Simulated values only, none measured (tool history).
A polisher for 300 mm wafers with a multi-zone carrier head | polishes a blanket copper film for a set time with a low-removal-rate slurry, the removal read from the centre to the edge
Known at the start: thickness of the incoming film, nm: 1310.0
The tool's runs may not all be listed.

| run | day | flow of slurry (ml/min) | pressure of the head's centre zone | pressure of the head's middle zone | pressure of the head's edge zone | abrasive content of the slurry | polishing time (s) | film removed at the wafer's centre (Å) | film removed at mid-radius (Å) | film removed at the wafer's edge (Å) |
|---|---|---|---|---|---|---|---|---|---|---|
| 1 | 0.000 | 205 | 1.00 | 1.00 | 1.00 | 1.00 | 74 | 1931.1 | 1923.3 | 1907.8 |
| 2 | 0.025 | 205 | 1.00 | 1.00 | 1.07 | 1.00 | 74 | 1933.2 | 1960.2 | 1960.8 |
| 3 | 0.342 | 205 | 1.00 | 1.00 | 1.07 | 1.00 | 58 | 1507.8 | 1518.8 | 1544.0 |
| 4 | 0.471 | 205 | 1.00 | 1.06 | 1.07 | 1.00 | 58 | 1522.4 | 1584.8 | 1533.5 |
| 5 | 0.846 | 205 | 1.00 | 1.13 | 1.07 | 1.00 | 58 | 1505.3 | 1682.9 | 1564.5 |
| 6 | 1.171 | 200 | 0.99 | 1.11 | 1.05 | 0.95 | 58 | 1466.9 | 1622.8 | 1485.3 |

The next listed run, before its measurement:
| 7 | 1.462 | 190 | 0.98 | 1.08 | 1.05 | 0.95 | 58 | ? | ? | ? |

{"run 7": {"film removed at the wafer's centre (Å)": 1452.5, "film removed at mid-radius (Å)": 1616.2, "film removed at the wafer's edge (Å)": 1493.6}}
